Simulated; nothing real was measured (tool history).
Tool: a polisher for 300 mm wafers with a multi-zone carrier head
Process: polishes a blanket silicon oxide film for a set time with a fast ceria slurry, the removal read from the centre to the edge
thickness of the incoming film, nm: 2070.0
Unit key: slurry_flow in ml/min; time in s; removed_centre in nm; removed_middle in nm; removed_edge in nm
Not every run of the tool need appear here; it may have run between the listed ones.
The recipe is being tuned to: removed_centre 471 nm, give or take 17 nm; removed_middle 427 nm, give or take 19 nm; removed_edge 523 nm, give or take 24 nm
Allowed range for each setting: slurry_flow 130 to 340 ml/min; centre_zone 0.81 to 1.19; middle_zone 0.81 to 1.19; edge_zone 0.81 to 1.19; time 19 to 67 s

run,hour,slurry_flow,centre_zone,middle_zone,edge_zone,time,removed_centre,removed_middle,removed_edge
1,0,220,1,1,1,43,900.94,888.49,872.94
2,6.5,220,1,1,1.08,43,875,874.28,932.02
3,14.1,265,1,1,1.08,43,905.77,902.05,941.36
4,19.6,265,1,1,1.12,43,912.59,912.4,948.45
5,22.1,310,1,1,1.12,43,936.41,916.83,952.7
6,27.4,310,1,1,1.12,53,1139.5,1101.3,1191.3
7,32.9,250,0.92,0.9,1.16,41,779.02,803.61,902.63
8,40.4,235,0.93,0.89,1.15,38,739.66,723.32,854.24
9,42.2,230,0.88,0.84,1.05,26,468.22,473.88,551.19
10,50.4,225,0.89,0.84,1.05,26,482.35,465.89,553.01
11,57.9,220,0.89,0.84,1.05,26,480.89,456.66,542.02
12,63.9,215,0.89,0.84,1.05,26,466.02,462.63,558
13,65.8,215,0.9,0.84,1.04,26,492.51,458.07,550.28
14,74.4,215,0.9,0.84,1.03,26,487.06,466.5,537.37
15,78.9,210,0.9,0.84,1.03,26,492.95,457.25,529.94
16,84.7,205,0.9,0.84,1.03,26,483.02,456.12,531.08
17,86.1,200,0.9,0.84,1.03,26,489.2,455.98,534.84

Consider the 4 candidate settings below. Which is the only one whose results all fall within their allowed miss of target?
A,87.5,180,0.91,0.9,1.06,26,?,?,?
B,87.5,215,0.98,0.87,1.02,25,?,?,?
C,87.5,195,0.92,0.81,1.04,25,?,?,?
D,87.5,180,0.88,0.87,0.91,28,?,?,?

move,removed_centre,removed_middle,removed_edge
A,481.67,476.44,531.87
B,513.64,457.23,511.74
C,474.43,425.87,511.81
D,501.37,499.31,532.64
A: moves away from the targets compared with the last run
B: moves away from the targets compared with the last run
C: hits every target within its allowed miss
D: moves away from the targets compared with the last run
C meets every target.

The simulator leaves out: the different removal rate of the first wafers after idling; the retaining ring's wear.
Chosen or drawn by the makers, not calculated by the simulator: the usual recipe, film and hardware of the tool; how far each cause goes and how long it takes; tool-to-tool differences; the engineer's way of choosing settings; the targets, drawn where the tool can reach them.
